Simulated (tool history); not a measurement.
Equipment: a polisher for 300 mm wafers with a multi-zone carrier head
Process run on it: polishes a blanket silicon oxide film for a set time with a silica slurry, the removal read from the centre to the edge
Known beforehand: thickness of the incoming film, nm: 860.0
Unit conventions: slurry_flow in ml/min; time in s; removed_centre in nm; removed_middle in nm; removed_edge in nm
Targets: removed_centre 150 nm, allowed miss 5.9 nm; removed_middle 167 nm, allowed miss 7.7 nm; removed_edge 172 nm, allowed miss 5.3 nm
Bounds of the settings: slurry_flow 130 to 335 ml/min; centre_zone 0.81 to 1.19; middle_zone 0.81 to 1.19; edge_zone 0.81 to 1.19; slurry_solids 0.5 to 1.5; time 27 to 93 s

run 1 day=0 | slurry_flow=215 centre_zone=1 middle_zone=1 edge_zone=1 slurry_solids=1 time=59 | removed_centre=269.72 removed_middle=273.53 removed_edge=271.85
run 2 day=0.058 | slurry_flow=215 centre_zone=1 middle_zone=1.04 edge_zone=1 slurry_solids=1 time=59 | removed_centre=269.73 removed_middle=273.56 removed_edge=270.73
run 3 day=0.242 | slurry_flow=260 centre_zone=1 middle_zone=1.04 edge_zone=1 slurry_solids=1 time=59 | removed_centre=278.3 removed_middle=284.26 removed_edge=281.08
run 4 day=0.521 | slurry_flow=295 centre_zone=1 middle_zone=1.04 edge_zone=1 slurry_solids=1 time=59 | removed_centre=279.35 removed_middle=287.5 removed_edge=279.64
run 5 day=0.633 | slurry_flow=295 centre_zone=0.97 middle_zone=1.04 edge_zone=1 slurry_solids=1 time=59 | removed_centre=277.51 removed_middle=297.15 removed_edge=280.89
run 6 day=0.842 | slurry_flow=275 centre_zone=0.94 middle_zone=1 edge_zone=1.02 slurry_solids=0.85 time=55 | removed_centre=229.22 removed_middle=242.6 removed_edge=240.89
run 7 day=0.992 | slurry_flow=260 centre_zone=0.9 middle_zone=0.97 edge_zone=1.02 slurry_solids=0.75 time=53 | removed_centre=198.97 removed_middle=205.59 removed_edge=217.08
run 8 day=1.35 | slurry_flow=260 centre_zone=0.9 middle_zone=0.97 edge_zone=1.02 slurry_solids=0.75 time=53 | removed_centre=197.27 removed_middle=209.17 removed_edge=215.5
run 9 day=1.679 | slurry_flow=245 centre_zone=0.87 middle_zone=0.96 edge_zone=1 slurry_solids=0.7 time=53 | removed_centre=182.79 removed_middle=203.35 removed_edge=206.99
run 10 day=1.879 | slurry_flow=240 centre_zone=0.86 middle_zone=0.93 edge_zone=0.97 slurry_solids=0.65 time=53 | removed_centre=170.47 removed_middle=185.23 removed_edge=197.65
run 11 day=2.096 | slurry_flow=235 centre_zone=0.86 middle_zone=0.93 edge_zone=0.94 slurry_solids=0.6 time=53 | removed_centre=164.36 removed_middle=176.16 removed_edge=182.72
run 12 day=2.271 | slurry_flow=225 centre_zone=0.85 middle_zone=0.93 edge_zone=0.93 slurry_solids=0.6 time=53 | removed_centre=162.41 removed_middle=177.47 removed_edge=183.26
run 13 day=2.425 | slurry_flow=220 centre_zone=0.84 middle_zone=0.92 edge_zone=0.91 slurry_solids=0.6 time=53 | removed_centre=157.91 removed_middle=175.65 removed_edge=178.39
run 14 day=2.475 | slurry_flow=215 centre_zone=0.84 middle_zone=0.91 edge_zone=0.9 slurry_solids=0.6 time=53 | removed_centre=159.22 removed_middle=172.3 removed_edge=176.75

Exercise: of the 4 proposed moves below, exactly one satisfies all targets within the stated allowed misses. Which move is it?
run A day=2.525 | slurry_flow=275 centre_zone=0.92 middle_zone=0.97 edge_zone=0.94 slurry_solids=0.8 time=42 | removed_centre=? removed_middle=? removed_edge=?
run B day=2.525 | slurry_flow=180 centre_zone=1.02 middle_zone=0.96 edge_zone=0.82 slurry_solids=0.75 time=47 | removed_centre=? removed_middle=? removed_edge=?
run C day=2.525 | slurry_flow=155 centre_zone=0.81 middle_zone=0.9 edge_zone=0.98 slurry_solids=0.5 time=62 | removed_centre=? removed_middle=? removed_edge=?
run D day=2.525 | slurry_flow=215 centre_zone=0.83 middle_zone=0.92 edge_zone=0.93 slurry_solids=0.6 time=51 | removed_centre=? removed_middle=? removed_edge=?

move=A removed_centre=169.95 removed_middle=175.51 removed_edge=173.43
move=B removed_centre=188.48 removed_middle=176.91 removed_edge=169.06
move=C removed_centre=153.03 removed_middle=168.28 removed_edge=184.78
move=D removed_centre=154.3 removed_middle=167.89 removed_edge=174
A: its largest miss is bigger than the last run's
B: its largest miss is bigger than the last run's
C: brings the result that was furthest off to its target, and leaves another outside
D: all results land within tolerance of their targets
D meets every target.
